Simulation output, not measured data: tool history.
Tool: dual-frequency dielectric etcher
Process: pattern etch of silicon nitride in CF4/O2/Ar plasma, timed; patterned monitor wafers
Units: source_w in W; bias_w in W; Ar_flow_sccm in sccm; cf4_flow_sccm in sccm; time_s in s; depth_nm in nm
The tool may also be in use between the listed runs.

run	hour	source_w	bias_w	Ar_flow_sccm	cf4_flow_sccm	time_s	depth_nm
1	0.0	740	58	97	139	16.5	54.197
2	5.7	810	58	97	139	16.5	59.587
3	9.0	810	48	97	139	16.5	56.911
4	15.3	770	48	97	139	16.5	54.506
5	20.4	730	48	97	139	16.5	51.662
6	24.7	730	48	97	139	16.5	51.357
7	28.8	700	48	97	139	16.5	49.141

Run 8 comes next. What will it give?
8	33.4	680	48	97	139	16.5	?

{"run 8": {"depth_nm": 48.124}}
